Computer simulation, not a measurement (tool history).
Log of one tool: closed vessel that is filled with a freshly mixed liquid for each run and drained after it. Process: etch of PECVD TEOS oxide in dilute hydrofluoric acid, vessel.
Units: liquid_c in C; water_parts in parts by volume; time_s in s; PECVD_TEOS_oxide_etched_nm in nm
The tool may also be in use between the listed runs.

run,hour,liquid_c,water_parts,time_s,PECVD_TEOS_oxide_etched_nm
1,0,26,245,1335,63.451
2,8.3,26,295,1335,49.976
3,11.9,26.5,295,1335,50.858
4,18.7,25,295,1335,48.472
5,25.8,25,295,1335,48.788
6,26.7,25.5,295,1335,49.162

Forecast run 7:
7,31.3,26,295,1335,?

{"run 7": {"PECVD_TEOS_oxide_etched_nm": 50.417}}
